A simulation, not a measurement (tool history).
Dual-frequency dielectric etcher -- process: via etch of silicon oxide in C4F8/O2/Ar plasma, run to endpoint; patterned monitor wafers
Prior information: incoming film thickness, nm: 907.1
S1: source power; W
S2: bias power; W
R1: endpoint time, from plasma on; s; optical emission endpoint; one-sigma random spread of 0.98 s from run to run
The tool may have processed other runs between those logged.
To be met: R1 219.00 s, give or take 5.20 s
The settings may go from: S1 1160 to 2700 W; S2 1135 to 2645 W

{"run": 1, "hour": 0.0, "S1": 1930, "S2": 1890, "R1": 176.39}
{"run": 2, "hour": 1.4, "S1": 1810, "S2": 1822, "R1": 184.8}
{"run": 3, "hour": 7.1, "S1": 1620, "S2": 1822, "R1": 193.01}
{"run": 4, "hour": 16.1, "S1": 1620, "S2": 1522, "R1": 202.39}
{"run": 5, "hour": 20.7, "S1": 1620, "S2": 1314, "R1": 211.06}
{"run": 6, "hour": 22.1, "S1": 1620, "S2": 1476, "R1": 203.64}
{"run": 7, "hour": 29.1, "S1": 1580, "S2": 1465, "R1": 205.58}
{"run": 8, "hour": 30.0, "S1": 1280, "S2": 1372, "R1": 230.54}
{"run": 9, "hour": 37.2, "S1": 1280, "S2": 1372, "R1": 229.36}
{"run": 10, "hour": 39.1, "S1": 1300, "S2": 1377, "R1": 228.12}
{"run": 11, "hour": 44.9, "S1": 1320, "S2": 1381, "R1": 227.12}
{"run": 12, "hour": 52.3, "S1": 1340, "S2": 1385, "R1": 225.47}
{"run": 13, "hour": 54.9, "S1": 1350, "S2": 1388, "R1": 224.62}

5 next moves are on the table. One of them brings every result within its allowed miss. Which?
{"run": "A", "hour": 57.5, "S1": 1160, "S2": 1663, "R1": "?"}
{"run": "B", "hour": 57.5, "S1": 1190, "S2": 1530, "R1": "?"}
{"run": "C", "hour": 57.5, "S1": 1420, "S2": 1135, "R1": "?"}
{"run": "D", "hour": 57.5, "S1": 1230, "S2": 1423, "R1": "?"}
{"run": "E", "hour": 57.5, "S1": 1350, "S2": 1578, "R1": "?"}

move=A R1=228.86
move=B R1=231.49
move=C R1=230.94
move=D R1=232.54
move=E R1=216.96
A: further off than the last run
B: further off than the last run
C: further off than the last run
D: further off than the last run
E: every result within its allowed miss
Answer: E
